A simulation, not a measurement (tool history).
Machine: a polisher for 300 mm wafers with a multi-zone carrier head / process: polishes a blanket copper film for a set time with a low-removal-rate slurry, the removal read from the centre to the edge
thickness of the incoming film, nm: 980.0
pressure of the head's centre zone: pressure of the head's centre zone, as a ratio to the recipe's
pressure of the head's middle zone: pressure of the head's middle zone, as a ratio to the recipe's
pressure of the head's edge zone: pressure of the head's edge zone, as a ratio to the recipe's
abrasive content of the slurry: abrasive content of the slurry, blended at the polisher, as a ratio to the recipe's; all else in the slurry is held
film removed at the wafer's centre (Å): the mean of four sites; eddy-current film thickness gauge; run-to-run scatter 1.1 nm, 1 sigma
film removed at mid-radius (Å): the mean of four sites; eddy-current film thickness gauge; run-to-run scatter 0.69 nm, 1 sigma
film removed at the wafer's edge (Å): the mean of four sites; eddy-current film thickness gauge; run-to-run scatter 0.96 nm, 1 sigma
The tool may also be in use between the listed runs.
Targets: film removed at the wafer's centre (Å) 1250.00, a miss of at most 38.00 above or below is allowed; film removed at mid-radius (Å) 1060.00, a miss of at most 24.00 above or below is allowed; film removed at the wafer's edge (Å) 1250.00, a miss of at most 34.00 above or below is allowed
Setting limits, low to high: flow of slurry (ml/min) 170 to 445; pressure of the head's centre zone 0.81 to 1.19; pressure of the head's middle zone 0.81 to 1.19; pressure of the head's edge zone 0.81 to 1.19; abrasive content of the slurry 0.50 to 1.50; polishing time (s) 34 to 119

run,day,flow of slurry (ml/min),pressure of the head's centre zone,pressure of the head's middle zone,pressure of the head's edge zone,abrasive content of the slurry,polishing time (s),film removed at the wafer's centre (Å),film removed at mid-radius (Å),film removed at the wafer's edge (Å)
1,0.000,285,1.00,1.00,1.00,1.00,76,1182.00,1209.70,1191.90
2,0.375,285,1.00,1.00,1.00,1.00,68,1049.80,1064.30,1066.80
3,0.529,285,1.00,1.00,1.06,1.00,68,1057.50,1076.00,1092.00
4,0.796,285,1.00,0.94,1.06,1.00,68,1054.30,1024.80,1102.20
5,1.046,300,1.02,0.92,1.10,1.05,68,1093.10,1023.00,1119.20
6,1.388,300,1.02,0.92,1.10,1.05,50,794.30,750.24,840.25
7,1.471,290,1.03,0.90,1.11,1.15,56,926.71,841.15,961.03
8,1.675,285,1.04,0.90,1.12,1.25,59,1001.80,908.27,1043.90
9,1.738,275,1.06,0.90,1.13,1.30,61,1069.20,950.68,1090.20
10,1.788,270,1.07,0.89,1.14,1.35,62,1106.70,971.14,1143.50
11,2.062,265,1.09,0.90,1.15,1.40,62,1125.80,987.23,1127.80
12,2.375,275,1.09,0.89,1.16,1.45,63,1186.80,1003.00,1187.10
13,2.454,285,1.09,0.90,1.17,1.45,63,1188.50,1006.70,1185.50
14,2.638,290,1.09,0.90,1.17,1.45,64,1186.50,1030.80,1214.80
15,2.667,295,1.10,0.90,1.18,1.45,64,1219.10,1033.20,1215.50
16,2.812,300,1.10,0.90,1.18,1.45,64,1197.10,1032.90,1206.80

Which one of the following 5 next-run settings gets every result inside its allowed miss? There is exactly one.
A,2.958,235,1.10,0.88,1.17,1.50,67,?,?,?
B,2.958,295,1.08,0.82,1.13,1.50,67,?,?,?
C,2.958,245,1.07,0.85,1.19,1.25,69,?,?,?
D,2.958,310,1.05,0.83,1.19,1.35,71,?,?,?
E,2.958,275,1.05,0.91,1.19,1.35,67,?,?,?

move,film removed at the wafer's centre (Å),film removed at mid-radius (Å),film removed at the wafer's edge (Å)
A,1257.60,1052.10,1270.70
B,1260.60,1019.10,1267.10
C,1201.60,1007.80,1258.50
D,1266.50,1062.00,1343.20
E,1183.20,1061.70,1257.20
A: hits every target within its allowed miss
B: the furthest-off result lands on target, but another misses its tolerance
C: its largest miss is bigger than the last run's
D: the furthest-off result lands on target, but another misses its tolerance
E: its largest miss is bigger than the last run's
A meets every target.
